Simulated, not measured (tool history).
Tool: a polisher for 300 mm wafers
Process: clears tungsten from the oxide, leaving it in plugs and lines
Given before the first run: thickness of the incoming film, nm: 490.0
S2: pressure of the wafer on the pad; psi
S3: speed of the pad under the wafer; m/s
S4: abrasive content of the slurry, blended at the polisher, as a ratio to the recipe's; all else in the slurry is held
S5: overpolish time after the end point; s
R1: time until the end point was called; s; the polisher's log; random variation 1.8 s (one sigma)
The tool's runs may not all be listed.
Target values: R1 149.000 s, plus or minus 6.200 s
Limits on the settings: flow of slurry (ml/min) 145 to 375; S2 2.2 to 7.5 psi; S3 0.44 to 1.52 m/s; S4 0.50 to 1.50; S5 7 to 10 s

{"run": 1, "hour": 0.0, "flow of slurry (ml/min)": 240, "S2": 4.8, "S3": 0.98, "S4": 1.0, "S5": 10, "R1": 103.96}
{"run": 2, "hour": 8.5, "flow of slurry (ml/min)": 240, "S2": 4.4, "S3": 0.98, "S4": 1.0, "S5": 10, "R1": 114.19}
{"run": 3, "hour": 9.2, "flow of slurry (ml/min)": 240, "S2": 4.4, "S3": 0.88, "S4": 1.0, "S5": 10, "R1": 125.88}
{"run": 4, "hour": 14.5, "flow of slurry (ml/min)": 240, "S2": 4.4, "S3": 1.12, "S4": 1.0, "S5": 10, "R1": 98.804}
{"run": 5, "hour": 20.1, "flow of slurry (ml/min)": 240, "S2": 4.4, "S3": 1.26, "S4": 1.0, "S5": 10, "R1": 89.152}
{"run": 6, "hour": 28.4, "flow of slurry (ml/min)": 240, "S2": 4.4, "S3": 1.26, "S4": 1.0, "S5": 7, "R1": 90.098}
{"run": 7, "hour": 30.6, "flow of slurry (ml/min)": 240, "S2": 3.8, "S3": 1.24, "S4": 1.0, "S5": 7, "R1": 105.83}
{"run": 8, "hour": 32.9, "flow of slurry (ml/min)": 240, "S2": 2.4, "S3": 1.22, "S4": 1.0, "S5": 7, "R1": 163.48}
{"run": 9, "hour": 41.6, "flow of slurry (ml/min)": 240, "S2": 2.5, "S3": 1.22, "S4": 1.0, "S5": 7, "R1": 157.55}

Which single option among these 4 for the next run brings every result within its allowed miss of target? Just one does.
{"run": "A", "hour": 50.3, "flow of slurry (ml/min)": 285, "S2": 3.0, "S3": 1.28, "S4": 0.75, "S5": 10, "R1": "?"}
{"run": "B", "hour": 50.3, "flow of slurry (ml/min)": 255, "S2": 3.1, "S3": 1.2, "S4": 1.0, "S5": 7, "R1": "?"}
{"run": "C", "hour": 50.3, "flow of slurry (ml/min)": 270, "S2": 2.5, "S3": 1.14, "S4": 1.0, "S5": 10, "R1": "?"}
{"run": "D", "hour": 50.3, "flow of slurry (ml/min)": 255, "S2": 2.4, "S3": 1.34, "S4": 1.05, "S5": 10, "R1": "?"}

move=A R1=136.170
move=B R1=130.610
move=C R1=167.360
move=D R1=147.380
A: the result that was furthest off in the last run now lies on the other side of its target
B: the result that was furthest off in the last run now lies on the other side of its target
C: misses by more than the last run did
D: every result lands within tolerance
The right move is D.
